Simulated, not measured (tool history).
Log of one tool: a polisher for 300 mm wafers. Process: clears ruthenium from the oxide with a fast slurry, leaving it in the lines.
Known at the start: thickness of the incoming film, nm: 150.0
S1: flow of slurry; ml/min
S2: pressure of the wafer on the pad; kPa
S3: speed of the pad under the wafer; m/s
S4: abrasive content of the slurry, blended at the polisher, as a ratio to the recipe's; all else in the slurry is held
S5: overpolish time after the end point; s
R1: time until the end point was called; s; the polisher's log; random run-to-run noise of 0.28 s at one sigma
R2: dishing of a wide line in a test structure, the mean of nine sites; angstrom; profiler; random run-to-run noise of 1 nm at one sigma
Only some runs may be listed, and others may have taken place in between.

| run | hour | S1 | S2 | S3 | S4 | S5 | R1 | R2 |
|---|---|---|---|---|---|---|---|---|
| 1 | 0.0 | 170 | 20.0 | 1.30 | 1.00 | 25 | 26.861 | 986.25 |
| 2 | 3.0 | 195 | 20.0 | 1.30 | 1.00 | 25 | 25.837 | 979.09 |
| 3 | 8.2 | 195 | 20.0 | 1.30 | 0.80 | 25 | 30.063 | 891.25 |
| 4 | 10.9 | 165 | 20.0 | 1.30 | 0.80 | 25 | 30.819 | 867.68 |
| 5 | 14.9 | 180 | 21.4 | 1.30 | 0.75 | 22 | 30.251 | 790.84 |
| 6 | 19.7 | 180 | 17.9 | 1.30 | 0.75 | 22 | 34.352 | 735.42 |
| 7 | 23.1 | 195 | 23.4 | 1.18 | 0.75 | 10 | 31.276 | 409.68 |
| 8 | 29.6 | 195 | 24.1 | 1.20 | 0.75 | 11 | 30.528 | 463.63 |
| 9 | 36.0 | 195 | 25.5 | 1.20 | 0.75 | 11 | 29.156 | 465.96 |
| 10 | 44.8 | 195 | 26.2 | 1.20 | 0.75 | 11 | 28.065 | 482.50 |
| 11 | 49.8 | 195 | 26.9 | 1.20 | 0.75 | 11 | 27.858 | 497.62 |
| 12 | 51.0 | 195 | 27.6 | 1.20 | 0.75 | 11 | 27.438 | 505.16 |

Predict the results of run 13:
| 13 | 52.8 | 195 | 28.3 | 1.22 | 0.75 | 11 | ? | ? |

{"run 13": {"R1": 26.755, "R2": 502.43}}
